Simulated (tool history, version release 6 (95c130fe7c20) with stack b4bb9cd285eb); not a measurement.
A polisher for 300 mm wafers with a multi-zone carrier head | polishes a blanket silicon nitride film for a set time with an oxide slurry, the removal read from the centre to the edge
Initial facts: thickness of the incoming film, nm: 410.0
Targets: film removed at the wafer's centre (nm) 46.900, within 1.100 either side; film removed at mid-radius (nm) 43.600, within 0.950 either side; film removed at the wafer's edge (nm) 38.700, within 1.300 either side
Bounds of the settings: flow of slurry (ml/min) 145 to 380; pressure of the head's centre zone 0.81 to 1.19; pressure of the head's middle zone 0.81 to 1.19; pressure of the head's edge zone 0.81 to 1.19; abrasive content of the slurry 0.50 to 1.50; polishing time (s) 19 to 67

run,hour,flow of slurry (ml/min),pressure of the head's centre zone,pressure of the head's middle zone,pressure of the head's edge zone,abrasive content of the slurry,polishing time (s),film removed at the wafer's centre (nm),film removed at mid-radius (nm),film removed at the wafer's edge (nm)
1,0.0,245,1.00,1.00,1.00,1.00,43,35.986,35.680,35.521
2,8.9,265,1.05,1.04,1.02,1.00,43,37.987,37.311,36.459
3,12.8,265,1.12,1.04,1.02,1.00,43,40.594,37.634,36.234
4,14.0,285,1.14,1.06,1.02,1.05,43,42.363,39.384,36.956
5,14.9,285,1.14,1.06,1.02,0.90,43,38.871,35.963,34.224
6,17.8,285,1.06,1.06,1.02,0.90,43,36.384,35.782,33.879
7,19.9,295,1.10,1.07,1.02,0.95,43,38.775,37.536,35.489
8,24.1,295,1.10,1.07,1.02,0.95,43,39.391,37.014,35.106
9,30.5,300,1.12,1.10,1.03,1.00,43,40.976,39.600,36.506
10,31.5,310,1.14,1.11,1.03,1.05,43,42.935,40.972,37.590
11,36.5,320,1.15,1.12,1.03,1.05,43,43.392,41.922,38.418
12,42.4,325,1.16,1.12,1.01,1.05,43,44.234,41.946,37.247
13,48.9,335,1.17,1.12,1.01,1.05,43,43.868,42.289,37.622
14,49.9,315,1.18,1.12,1.01,1.05,43,44.883,41.572,38.051
15,51.0,320,1.18,1.13,1.00,1.05,43,44.409,41.735,36.710
16,59.6,325,1.19,1.12,1.00,1.10,43,46.201,42.364,37.665

5 candidate next runs follow, results not yet known. Just one meets every target within its allowed miss. Identify it.
A,68.2,370,1.19,1.05,1.07,1.25,40,?,?,?
B,68.2,300,1.14,1.07,0.90,1.20,44,?,?,?
C,68.2,305,1.19,1.08,0.92,1.15,45,?,?,?
D,68.2,265,1.13,0.99,1.01,1.15,46,?,?,?
E,68.2,325,1.15,1.16,0.97,1.25,42,?,?,?

move,film removed at the wafer's centre (nm),film removed at mid-radius (nm),film removed at the wafer's edge (nm)
A,46.507,40.477,39.388
B,47.263,43.639,38.597
C,49.424,44.138,39.114
D,47.342,41.342,41.408
E,46.754,45.814,39.046
A: lands further from the targets than the last run did
B: all results land within tolerance of their targets
C: corrects the largest miss of the last run, while another result sits out of spec
D: lands further from the targets than the last run did
E: carries the result that was furthest off beyond its target, to the other side
So the answer is move B, the one that meets all the targets.
